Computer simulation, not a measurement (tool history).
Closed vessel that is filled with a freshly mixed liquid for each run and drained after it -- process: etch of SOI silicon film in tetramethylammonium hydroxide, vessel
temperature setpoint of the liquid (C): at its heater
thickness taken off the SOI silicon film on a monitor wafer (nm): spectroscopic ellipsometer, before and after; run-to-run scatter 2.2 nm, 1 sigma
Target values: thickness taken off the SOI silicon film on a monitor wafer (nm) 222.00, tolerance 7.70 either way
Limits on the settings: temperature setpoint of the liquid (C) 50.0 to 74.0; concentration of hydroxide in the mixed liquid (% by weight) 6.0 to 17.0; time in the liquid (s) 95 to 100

run	hour	temperature setpoint of the liquid (C)	concentration of hydroxide in the mixed liquid (% by weight)	time in the liquid (s)	thickness taken off the SOI silicon film on a monitor wafer (nm)
1	0.0	61.0	11.5	95	348.93
2	5.2	61.0	11.5	95	351.70
3	6.7	58.5	11.5	95	307.37
4	10.9	58.5	11.5	95	299.11
5	14.6	58.5	10.5	95	311.26
6	23.0	61.0	10.5	95	360.93
# hour 31.7: hydroxide flow meter replaced
7	31.7	58.5	10.5	95	301.55
8	36.1	57.0	10.5	95	271.95

4 candidate next runs follow, results not yet known. Just one meets every target within its allowed miss. Identify it.
A	40.5	61.0	14.0	100	?
B	40.5	58.0	9.0	95	?
C	40.5	53.5	9.5	95	?
D	40.5	52.5	10.5	95	?

move	thickness taken off the SOI silicon film on a monitor wafer (nm)
A	324.57
B	304.82
C	223.55
D	201.82
A: moves away from the targets compared with the last run
B: moves away from the targets compared with the last run
C: all results in spec
D: moves the result that the last run missed by most past its target, out the other side
The right move is C.
